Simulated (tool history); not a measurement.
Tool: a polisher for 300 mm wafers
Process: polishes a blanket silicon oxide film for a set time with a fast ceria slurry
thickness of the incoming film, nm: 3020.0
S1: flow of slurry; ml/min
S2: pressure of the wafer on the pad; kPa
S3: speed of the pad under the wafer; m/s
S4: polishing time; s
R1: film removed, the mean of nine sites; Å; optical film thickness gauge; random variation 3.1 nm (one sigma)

| run | day | S1 | S2 | S3 | S4 | R1 |
|---|---|---|---|---|---|---|
| 1 | 0 | 310 | 15.9 | 0.84 | 66 | 5408.5 |
| 2 | 0.204 | 310 | 15.9 | 0.84 | 69 | 5705.8 |
| 3 | 0.404 | 310 | 15.9 | 0.84 | 66 | 5384.4 |
| 4 | 0.721 | 310 | 15.9 | 0.84 | 66 | 5434.8 |
| 5 | 1.008 | 310 | 14.5 | 0.82 | 66 | 4867.8 |
|  | 1.354 | worn pad replaced by a new one |
| 6 | 1.354 | 310 | 13.1 | 0.8 | 66 | 4964.5 |
| 7 | 1.412 | 290 | 11.7 | 0.72 | 66 | 3961.9 |
| 8 | 1.467 | 280 | 11 | 0.7 | 66 | 3774 |
| 9 | 1.583 | 275 | 10.3 | 0.68 | 66 | 3493.5 |

Forecast run 10:
| 10 | 1.771 | 265 | 9.7 | 0.68 | 66 | ? |

Run 10 produced R1 3188.8 Å.

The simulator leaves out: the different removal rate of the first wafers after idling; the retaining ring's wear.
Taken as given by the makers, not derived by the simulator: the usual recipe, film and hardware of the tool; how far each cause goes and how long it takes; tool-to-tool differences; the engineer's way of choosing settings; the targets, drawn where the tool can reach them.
